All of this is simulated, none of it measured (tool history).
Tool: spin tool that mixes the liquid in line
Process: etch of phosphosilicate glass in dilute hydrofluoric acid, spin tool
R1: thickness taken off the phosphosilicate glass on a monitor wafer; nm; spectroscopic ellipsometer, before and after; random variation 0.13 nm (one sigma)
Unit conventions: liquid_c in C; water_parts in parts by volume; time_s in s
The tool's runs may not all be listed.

run 1 hour=0 | liquid_c=23 water_parts=210 time_s=240 | R1=60.886
run 2 hour=8.1 | liquid_c=21.5 water_parts=225 time_s=240 | R1=53.227
run 3 hour=11.9 | liquid_c=20.5 water_parts=235 time_s=240 | R1=48.376
run 4 hour=17.9 | liquid_c=23 water_parts=235 time_s=240 | R1=52.875
run 5 hour=21.7 | liquid_c=23 water_parts=235 time_s=240 | R1=53.129
run 6 hour=30.2 | liquid_c=23 water_parts=235 time_s=240 | R1=53.079
run 7 hour=34.9 | liquid_c=21.5 water_parts=245 time_s=240 | R1=47.639

Run 8 is up next; what results do you expect?
run 8 hour=40 | liquid_c=20.5 water_parts=255 time_s=240 | R1=?

R1: 43.834 nm

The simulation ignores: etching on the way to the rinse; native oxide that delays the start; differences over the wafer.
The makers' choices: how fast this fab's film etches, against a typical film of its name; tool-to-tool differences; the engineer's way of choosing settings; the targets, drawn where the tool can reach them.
